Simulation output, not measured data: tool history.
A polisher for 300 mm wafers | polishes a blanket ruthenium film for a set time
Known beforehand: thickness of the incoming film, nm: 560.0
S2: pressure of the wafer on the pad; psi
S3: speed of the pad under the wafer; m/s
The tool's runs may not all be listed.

Run 1, hour 0.0: flow of slurry (ml/min) 280, S2 2.3 psi, S3 1.08 m/s, polishing time (s) 48. Result: film removed (nm) 50.654.
Run 2, hour 5.2: flow of slurry (ml/min) 335, S2 2.3 psi, S3 1.08 m/s, polishing time (s) 48. Result: film removed (nm) 51.738.
Run 3, hour 7.9: flow of slurry (ml/min) 335, S2 2.3 psi, S3 1.32 m/s, polishing time (s) 48. Result: film removed (nm) 61.273.
Run 4, hour 8.9: flow of slurry (ml/min) 335, S2 2.0 psi, S3 1.32 m/s, polishing time (s) 48. Result: film removed (nm) 54.853.
At hour 10.5: worn pad replaced by a new one.
Run 5, hour 10.5: flow of slurry (ml/min) 335, S2 1.8 psi, S3 1.32 m/s, polishing time (s) 48. Result: film removed (nm) 54.892.
Run 6, hour 11.8: flow of slurry (ml/min) 365, S2 1.8 psi, S3 1.32 m/s, polishing time (s) 48. Result: film removed (nm) 53.717.
Run 7, hour 19.9: flow of slurry (ml/min) 360, S2 1.6 psi, S3 1.10 m/s, polishing time (s) 47. Result: film removed (nm) 39.695.
Run 8, hour 22.4: flow of slurry (ml/min) 360, S2 1.5 psi, S3 1.00 m/s, polishing time (s) 46. Result: film removed (nm) 33.241.

What does the tool deliver on the next run?
Run 9, hour 31.4: flow of slurry (ml/min) 360, S2 1.4 psi, S3 0.94 m/s, polishing time (s) 46. Result: film removed (nm) ?.

{"run 9": {"film removed (nm)": 28.636}}
